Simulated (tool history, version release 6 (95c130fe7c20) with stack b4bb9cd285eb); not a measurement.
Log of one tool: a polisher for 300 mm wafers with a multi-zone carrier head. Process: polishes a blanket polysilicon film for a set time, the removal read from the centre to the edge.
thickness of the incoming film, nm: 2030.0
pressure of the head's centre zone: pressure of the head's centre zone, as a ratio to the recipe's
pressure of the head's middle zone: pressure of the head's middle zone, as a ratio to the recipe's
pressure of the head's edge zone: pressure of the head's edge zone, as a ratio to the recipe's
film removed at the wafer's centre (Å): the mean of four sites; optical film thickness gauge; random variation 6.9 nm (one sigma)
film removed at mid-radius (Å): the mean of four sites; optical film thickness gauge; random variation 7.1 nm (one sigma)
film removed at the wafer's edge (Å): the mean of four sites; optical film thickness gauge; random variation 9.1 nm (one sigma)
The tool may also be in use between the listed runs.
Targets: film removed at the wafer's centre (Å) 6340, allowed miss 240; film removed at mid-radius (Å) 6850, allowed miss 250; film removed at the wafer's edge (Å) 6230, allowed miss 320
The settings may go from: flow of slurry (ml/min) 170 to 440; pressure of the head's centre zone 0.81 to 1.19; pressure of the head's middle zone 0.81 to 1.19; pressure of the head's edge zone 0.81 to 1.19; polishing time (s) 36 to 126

run,hour,flow of slurry (ml/min),pressure of the head's centre zone,pressure of the head's middle zone,pressure of the head's edge zone,polishing time (s),film removed at the wafer's centre (Å),film removed at mid-radius (Å),film removed at the wafer's edge (Å)
1,0,280,1,1,1,81,5868.9,5851.1,5703.2
2,3.7,290,1,1.03,1.02,82,5963.7,5974.3,5893.8
3,9.6,290,1,1.03,0.95,82,6002,6062.8,5882.7
4,11.2,295,1.01,1.07,0.94,82,6208.7,6279.8,5680.5
5,17.9,295,0.98,1.07,0.94,82,5835.6,6268.3,5638
6,26.6,295,0.92,1.07,0.94,82,5471.7,6302.8,5728.3
7,33,300,0.94,1.07,0.95,84,5791.2,6295.6,5836.3
8,40.4,315,0.97,1.13,0.99,89,6369.6,7202.9,6241.5

4 next moves are on the table. One of them brings every result within its allowed miss. Which?
A,47.8,290,0.98,1.1,0.97,88,?,?,?
B,47.8,290,1,1.09,1,96,?,?,?
C,47.8,300,0.92,1.14,0.89,94,?,?,?
D,47.8,315,0.89,1.07,1.04,98,?,?,?

move,film removed at the wafer's centre (Å),film removed at mid-radius (Å),film removed at the wafer's edge (Å)
A,6346.8,7024.4,6160.6
B,7063.5,7602.2,6820.5
C,6386.7,7758.9,6330.4
D,6464.3,7687.2,7130.5
A: meets every target
B: further off than the last run
C: further off than the last run
D: further off than the last run
The right move is A.
